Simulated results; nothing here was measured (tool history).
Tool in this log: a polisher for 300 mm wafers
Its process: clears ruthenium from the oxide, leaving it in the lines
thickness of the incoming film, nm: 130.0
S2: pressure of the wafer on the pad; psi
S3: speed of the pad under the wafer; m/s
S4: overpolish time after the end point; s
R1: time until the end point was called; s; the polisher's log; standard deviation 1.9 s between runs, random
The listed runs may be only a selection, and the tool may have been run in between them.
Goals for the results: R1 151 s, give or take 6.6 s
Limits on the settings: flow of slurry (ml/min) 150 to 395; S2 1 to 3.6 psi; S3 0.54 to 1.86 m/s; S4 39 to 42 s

run 1 day=0 | flow_of_slurry_(ml/min)=250 S2=2.3 S3=1.18 S4=39 | R1=89.263
run 2 day=0.188 | flow_of_slurry_(ml/min)=250 S2=2.1 S3=1.18 S4=39 | R1=95.724
run 3 day=0.371 | flow_of_slurry_(ml/min)=250 S2=1.9 S3=1.18 S4=39 | R1=106.21
run 4 day=0.704 | flow_of_slurry_(ml/min)=250 S2=1.8 S3=1.18 S4=39 | R1=111.35
run 5 day=0.788 | flow_of_slurry_(ml/min)=250 S2=1.8 S3=1.18 S4=39 | R1=110.4
run 6 day=0.9 | flow_of_slurry_(ml/min)=250 S2=1.8 S3=1.18 S4=39 | R1=110.62
run 7 day=0.967 | flow_of_slurry_(ml/min)=250 S2=1.7 S3=1.18 S4=39 | R1=115.96
run 8 day=1.054 | flow_of_slurry_(ml/min)=250 S2=1.6 S3=1.18 S4=39 | R1=125.85
run 9 day=1.142 | flow_of_slurry_(ml/min)=250 S2=1.4 S3=1.18 S4=39 | R1=143.23

Which single option among these 4 for the next run brings every result within its allowed miss of target? Just one does.
run A day=1.229 | flow_of_slurry_(ml/min)=215 S2=1.5 S3=1.18 S4=39 | R1=?
run B day=1.229 | flow_of_slurry_(ml/min)=210 S2=1.3 S3=1.44 S4=42 | R1=?
run C day=1.229 | flow_of_slurry_(ml/min)=225 S2=1.3 S3=1.18 S4=39 | R1=?
run D day=1.229 | flow_of_slurry_(ml/min)=270 S2=1.4 S3=1.26 S4=41 | R1=?

move=A R1=132.25
move=B R1=129.32
move=C R1=150.6
move=D R1=130.26
A: further off than the last run
B: further off than the last run
C: every result within its allowed miss
D: further off than the last run
The move that meets every target is C.

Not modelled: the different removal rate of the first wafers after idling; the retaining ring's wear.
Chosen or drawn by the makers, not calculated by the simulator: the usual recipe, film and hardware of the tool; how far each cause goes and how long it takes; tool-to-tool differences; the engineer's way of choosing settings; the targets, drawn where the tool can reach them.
